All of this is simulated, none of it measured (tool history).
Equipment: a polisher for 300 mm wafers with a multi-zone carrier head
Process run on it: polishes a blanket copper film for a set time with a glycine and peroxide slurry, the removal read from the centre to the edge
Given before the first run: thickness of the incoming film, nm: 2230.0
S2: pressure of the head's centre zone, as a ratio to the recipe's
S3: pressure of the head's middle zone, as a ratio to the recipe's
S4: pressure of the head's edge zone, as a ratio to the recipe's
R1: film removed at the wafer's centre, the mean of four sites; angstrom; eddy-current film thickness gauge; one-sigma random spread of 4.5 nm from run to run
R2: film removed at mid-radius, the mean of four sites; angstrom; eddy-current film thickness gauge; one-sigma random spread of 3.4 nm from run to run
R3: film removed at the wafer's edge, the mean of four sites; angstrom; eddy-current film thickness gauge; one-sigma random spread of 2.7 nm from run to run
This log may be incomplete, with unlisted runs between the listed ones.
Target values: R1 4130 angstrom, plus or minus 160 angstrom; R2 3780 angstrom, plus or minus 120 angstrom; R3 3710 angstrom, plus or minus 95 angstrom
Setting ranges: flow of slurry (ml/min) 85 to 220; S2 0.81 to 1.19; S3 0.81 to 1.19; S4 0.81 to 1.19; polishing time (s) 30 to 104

Run 1, day 0: flow of slurry (ml/min) 140, S2 1, S3 1, S4 1, polishing time (s) 67. Result: R1 2824.1 angstrom, R2 2861.1 angstrom, R3 2762.1 angstrom.
Run 2, day 0.354: flow of slurry (ml/min) 155, S2 1.03, S3 1.01, S4 1.04, polishing time (s) 70. Result: R1 3151.6 angstrom, R2 3012.1 angstrom, R3 3023.5 angstrom.
Run 3, day 0.392: flow of slurry (ml/min) 170, S2 1.05, S3 1.05, S4 1.07, polishing time (s) 72. Result: R1 3335.4 angstrom, R2 3360.5 angstrom, R3 3147.7 angstrom.
Run 4, day 0.5: flow of slurry (ml/min) 195, S2 1.05, S3 1.05, S4 1.07, polishing time (s) 72. Result: R1 3397.7 angstrom, R2 3351.7 angstrom, R3 3194.5 angstrom.
Run 5, day 0.721: flow of slurry (ml/min) 195, S2 1.05, S3 1.09, S4 1.07, polishing time (s) 72. Result: R1 3433.6 angstrom, R2 3464.2 angstrom, R3 3207.5 angstrom.
Run 6, day 0.971: flow of slurry (ml/min) 220, S2 1.05, S3 1.09, S4 1.07, polishing time (s) 72. Result: R1 3420.4 angstrom, R2 3582.2 angstrom, R3 3221.2 angstrom.
Run 7, day 1.317: flow of slurry (ml/min) 215, S2 1.07, S3 1.08, S4 1.09, polishing time (s) 74. Result: R1 3615.6 angstrom, R2 3580.7 angstrom, R3 3360.4 angstrom.
Run 8, day 1.392: flow of slurry (ml/min) 215, S2 1.09, S3 1.08, S4 1.11, polishing time (s) 75. Result: R1 3678.5 angstrom, R2 3633.4 angstrom, R3 3435.4 angstrom.
Run 9, day 1.571: flow of slurry (ml/min) 215, S2 1.11, S3 1.08, S4 1.12, polishing time (s) 76. Result: R1 3890.7 angstrom, R2 3714.9 angstrom, R3 3456.5 angstrom.
Run 10, day 1.762: flow of slurry (ml/min) 215, S2 1.11, S3 1.07, S4 1.13, polishing time (s) 77. Result: R1 3922 angstrom, R2 3731.8 angstrom, R3 3523.7 angstrom.
Run 11, day 2.125: flow of slurry (ml/min) 215, S2 1.11, S3 1.06, S4 1.14, polishing time (s) 78. Result: R1 3996.4 angstrom, R2 3760.2 angstrom, R3 3625 angstrom.

Exactly one of the 5 candidate moves below puts every result within its allowed miss. Which one?
Run A, day 2.488: flow of slurry (ml/min) 195, S2 1.09, S3 1.05, S4 1.16, polishing time (s) 78. Result: R1 ?, R2 ?, R3 ?.
Run B, day 2.488: flow of slurry (ml/min) 195, S2 1.19, S3 1.07, S4 1.12, polishing time (s) 78. Result: R1 ?, R2 ?, R3 ?.
Run C, day 2.488: flow of slurry (ml/min) 220, S2 1.11, S3 1.09, S4 1.1, polishing time (s) 77. Result: R1 ?, R2 ?, R3 ?.
Run D, day 2.488: flow of slurry (ml/min) 220, S2 1.11, S3 1.02, S4 1.11, polishing time (s) 81. Result: R1 ?, R2 ?, R3 ?.
Run E, day 2.488: flow of slurry (ml/min) 220, S2 1.02, S3 1.08, S4 1.15, polishing time (s) 78. Result: R1 ?, R2 ?, R3 ?.

move      R1      R2      R3
   A  3872.4  3641.6    3594
   B  4230.8  3698.9  3528.7
   C  3970.4  3775.9  3495.3
   D  4174.6  3753.8  3697.2
   E  3693.4  3796.4  3622.6
A: lands further from the targets than the last run did
B: lands further from the targets than the last run did
C: lands further from the targets than the last run did
D: every result lands within tolerance
E: puts the biggest miss on target and leaves a different result outside tolerance
Correct choice: D, which meets every target
